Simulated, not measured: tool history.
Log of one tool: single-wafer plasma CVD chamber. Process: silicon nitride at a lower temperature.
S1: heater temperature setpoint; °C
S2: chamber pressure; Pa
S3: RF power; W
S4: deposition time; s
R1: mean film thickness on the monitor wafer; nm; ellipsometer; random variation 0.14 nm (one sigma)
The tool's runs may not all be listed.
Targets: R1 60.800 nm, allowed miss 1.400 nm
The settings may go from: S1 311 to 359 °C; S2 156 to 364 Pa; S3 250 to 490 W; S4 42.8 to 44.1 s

Run 1, hour 0.0: S1 335 °C, S2 260 Pa, S3 370 W, S4 42.8 s. Result: R1 54.493 nm.
Run 2, hour 8.2: S1 335 °C, S2 267 Pa, S3 375 W, S4 42.8 s. Result: R1 55.158 nm.
Run 3, hour 16.5: S1 340 °C, S2 267 Pa, S3 375 W, S4 42.8 s. Result: R1 54.961 nm.
Run 4, hour 20.5: S1 340 °C, S2 273 Pa, S3 380 W, S4 42.8 s. Result: R1 55.461 nm.
Run 5, hour 24.3: S1 340 °C, S2 273 Pa, S3 400 W, S4 42.8 s. Result: R1 57.047 nm.
At hour 30.8: thermocouple changed; heater temperature recalibrated.
Run 6, hour 30.8: S1 340 °C, S2 277 Pa, S3 400 W, S4 42.8 s. Result: R1 57.024 nm.
Run 7, hour 35.4: S1 340 °C, S2 281 Pa, S3 405 W, S4 42.8 s. Result: R1 57.843 nm.
Run 8, hour 37.4: S1 340 °C, S2 284 Pa, S3 405 W, S4 42.8 s. Result: R1 57.773 nm.
Run 9, hour 43.8: S1 340 °C, S2 287 Pa, S3 410 W, S4 42.8 s. Result: R1 58.308 nm.
Run 10, hour 49.7: S1 340 °C, S2 289 Pa, S3 410 W, S4 42.8 s. Result: R1 58.484 nm.

Which of these 4 next moves meets every target?
Run A, hour 55.6: S1 338 °C, S2 280 Pa, S3 385 W, S4 43.6 s. Result: R1 ?.
Run B, hour 55.6: S1 333 °C, S2 237 Pa, S3 390 W, S4 42.8 s. Result: R1 ?.
Run C, hour 55.6: S1 339 °C, S2 317 Pa, S3 395 W, S4 44.1 s. Result: R1 ?.
Run D, hour 55.6: S1 340 °C, S2 275 Pa, S3 380 W, S4 42.8 s. Result: R1 ?.

move      R1
   A  57.331
   B  54.633
   C  60.379
   D  55.646
A: further off than the last run
B: further off than the last run
C: meets every target
D: further off than the last run
Answer: C
